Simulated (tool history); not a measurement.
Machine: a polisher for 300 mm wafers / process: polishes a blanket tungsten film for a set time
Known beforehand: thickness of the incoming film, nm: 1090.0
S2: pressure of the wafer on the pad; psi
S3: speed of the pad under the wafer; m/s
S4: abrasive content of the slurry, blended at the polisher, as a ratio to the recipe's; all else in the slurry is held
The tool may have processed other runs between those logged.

run 1 hour=0 | flow_of_slurry_(ml/min)=275 S2=4 S3=1.28 S4=1 polishing_time_(s)=37 | film_removed_(nm)=232.39
run 2 hour=7.8 | flow_of_slurry_(ml/min)=275 S2=4 S3=1.28 S4=0.9 polishing_time_(s)=37 | film_removed_(nm)=222.84
run 3 hour=9.4 | flow_of_slurry_(ml/min)=275 S2=4 S3=1.28 S4=0.9 polishing_time_(s)=37 | film_removed_(nm)=225.05
run 4 hour=12.5 | flow_of_slurry_(ml/min)=275 S2=4 S3=1.6 S4=0.9 polishing_time_(s)=37 | film_removed_(nm)=279.28
run 5 hour=20 | flow_of_slurry_(ml/min)=275 S2=4 S3=1.6 S4=1.1 polishing_time_(s)=37 | film_removed_(nm)=291.75
run 6 hour=26.3 | flow_of_slurry_(ml/min)=275 S2=4 S3=1.6 S4=1.2 polishing_time_(s)=37 | film_removed_(nm)=304.88
run 7 hour=29.8 | flow_of_slurry_(ml/min)=275 S2=3.7 S3=1.44 S4=1.2 polishing_time_(s)=37 | film_removed_(nm)=252.79
run 8 hour=30.7 | flow_of_slurry_(ml/min)=275 S2=3.4 S3=1.3 S4=1.2 polishing_time_(s)=37 | film_removed_(nm)=210.1
-- hour=31.9 slurry blender recalibrated
run 9 hour=31.9 | flow_of_slurry_(ml/min)=275 S2=3.1 S3=1.2 S4=1.2 polishing_time_(s)=37 | film_removed_(nm)=194.49
run 10 hour=36.8 | flow_of_slurry_(ml/min)=270 S2=2.9 S3=1.1 S4=1.15 polishing_time_(s)=36 | film_removed_(nm)=160.25
run 11 hour=37.7 | flow_of_slurry_(ml/min)=265 S2=2.7 S3=1.02 S4=1.15 polishing_time_(s)=36 | film_removed_(nm)=138.68
run 12 hour=46.2 | flow_of_slurry_(ml/min)=255 S2=2.6 S3=0.98 S4=1.15 polishing_time_(s)=36 | film_removed_(nm)=129.28
run 13 hour=54.1 | flow_of_slurry_(ml/min)=230 S2=1.8 S3=0.7 S4=1.15 polishing_time_(s)=36 | film_removed_(nm)=64.861
run 14 hour=61.8 | flow_of_slurry_(ml/min)=250 S2=1.8 S3=0.7 S4=1.15 polishing_time_(s)=36 | film_removed_(nm)=66.604
run 15 hour=70.7 | flow_of_slurry_(ml/min)=265 S2=1.9 S3=0.7 S4=1.15 polishing_time_(s)=36 | film_removed_(nm)=70.463
run 16 hour=76.5 | flow_of_slurry_(ml/min)=280 S2=2 S3=0.7 S4=1.15 polishing_time_(s)=36 | film_removed_(nm)=73.584
run 17 hour=81.9 | flow_of_slurry_(ml/min)=345 S2=2.5 S3=0.7 S4=1.15 polishing_time_(s)=36 | film_removed_(nm)=93.888

Estimate the outcome of run 18 from the log above:
run 18 hour=86.8 | flow_of_slurry_(ml/min)=335 S2=2.5 S3=0.7 S4=1.15 polishing_time_(s)=36 | film_removed_(nm)=?

Run 18 measured film removed (nm) 93.343.
